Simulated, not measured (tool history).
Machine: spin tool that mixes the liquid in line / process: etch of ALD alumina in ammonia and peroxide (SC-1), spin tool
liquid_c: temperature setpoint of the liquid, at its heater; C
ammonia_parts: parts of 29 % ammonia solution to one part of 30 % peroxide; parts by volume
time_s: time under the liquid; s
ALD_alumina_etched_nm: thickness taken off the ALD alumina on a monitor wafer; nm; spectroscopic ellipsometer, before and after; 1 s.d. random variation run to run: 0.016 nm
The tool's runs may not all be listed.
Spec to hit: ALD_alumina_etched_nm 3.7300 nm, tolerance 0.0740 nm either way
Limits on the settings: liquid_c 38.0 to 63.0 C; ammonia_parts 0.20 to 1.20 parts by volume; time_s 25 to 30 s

| run | hour | liquid_c | ammonia_parts | time_s | ALD_alumina_etched_nm |
|---|---|---|---|---|---|
| 1 | 0.0 | 47.0 | 0.90 | 30 | 2.3400 |
| 2 | 5.5 | 48.5 | 0.90 | 30 | 2.5401 |
| 3 | 7.0 | 50.0 | 0.90 | 30 | 2.7623 |
| 4 | 12.2 | 51.0 | 0.90 | 30 | 2.9164 |
| 5 | 16.3 | 52.0 | 0.90 | 30 | 3.0894 |
| 6 | 23.3 | 52.0 | 0.90 | 30 | 3.0991 |
| 7 | 30.9 | 52.5 | 0.90 | 30 | 3.1818 |
| 8 | 34.0 | 53.0 | 0.90 | 30 | 3.2690 |
| 9 | 42.2 | 53.5 | 0.90 | 30 | 3.3482 |
| 10 | 47.7 | 54.0 | 0.90 | 30 | 3.4394 |
| 11 | 50.4 | 54.5 | 0.90 | 30 | 3.5152 |

Next run, 5 choices. One meets every target within its allowed miss, the rest don't. Which?
| A | 53.1 | 54.0 | 0.65 | 30 | ? |
| B | 53.1 | 54.5 | 0.95 | 30 | ? |
| C | 53.1 | 60.0 | 0.50 | 25 | ? |
| D | 53.1 | 55.0 | 0.80 | 30 | ? |
| E | 53.1 | 54.5 | 1.20 | 30 | ? |

| move | ALD_alumina_etched_nm |
|---|---|
| A | 3.3225 |
| B | 3.5373 |
| C | 3.6986 |
| D | 3.5740 |
| E | 3.6165 |
A: misses by more than the last run did
B: moves toward the targets from the last run without getting all of them in spec
C: meets every target
D: moves toward the targets from the last run without getting all of them in spec
E: moves toward the targets from the last run without getting all of them in spec
So the answer is move C, the one that meets all the targets.
